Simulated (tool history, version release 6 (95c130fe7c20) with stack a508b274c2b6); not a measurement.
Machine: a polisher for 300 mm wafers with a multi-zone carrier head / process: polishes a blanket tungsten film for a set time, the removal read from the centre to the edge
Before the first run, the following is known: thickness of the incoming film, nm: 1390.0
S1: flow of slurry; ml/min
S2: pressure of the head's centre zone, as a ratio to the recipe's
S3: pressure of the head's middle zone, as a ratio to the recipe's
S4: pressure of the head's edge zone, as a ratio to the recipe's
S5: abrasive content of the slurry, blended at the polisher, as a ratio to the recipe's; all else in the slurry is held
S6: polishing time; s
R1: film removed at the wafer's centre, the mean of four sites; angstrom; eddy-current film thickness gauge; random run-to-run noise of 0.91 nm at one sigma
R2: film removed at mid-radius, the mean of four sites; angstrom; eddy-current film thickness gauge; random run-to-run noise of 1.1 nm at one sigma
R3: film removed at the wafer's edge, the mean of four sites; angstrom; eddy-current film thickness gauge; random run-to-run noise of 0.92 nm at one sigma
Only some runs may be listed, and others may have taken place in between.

| run | day | S1 | S2 | S3 | S4 | S5 | S6 | R1 | R2 | R3 |
|---|---|---|---|---|---|---|---|---|---|---|
| 1 | 0 | 230 | 1 | 1 | 1 | 1 | 45 | 2166.1 | 2183.3 | 2141.3 |
| 2 | 0.188 | 215 | 0.97 | 0.96 | 1 | 0.9 | 41 | 1840.7 | 1838.5 | 1844.7 |
| 3 | 0.475 | 215 | 0.97 | 0.96 | 1 | 0.9 | 30 | 1363.7 | 1335.2 | 1365.8 |
| 4 | 0.738 | 245 | 0.97 | 0.96 | 1 | 0.9 | 30 | 1366.6 | 1354.4 | 1383.4 |
| 5 | 0.892 | 245 | 0.94 | 0.92 | 1.01 | 0.85 | 30 | 1316.8 | 1287.4 | 1383.1 |
| 6 | 1.108 | 240 | 0.91 | 0.89 | 1 | 0.8 | 30 | 1259.8 | 1237.8 | 1365.6 |

Predict the results of run 7:
| 7 | 1.221 | 235 | 0.89 | 0.87 | 0.99 | 0.75 | 30 | ? | ? | ? |

R1: 1167.7 angstrom
R2: 1178.7 angstrom
R3: 1322.8 angstrom
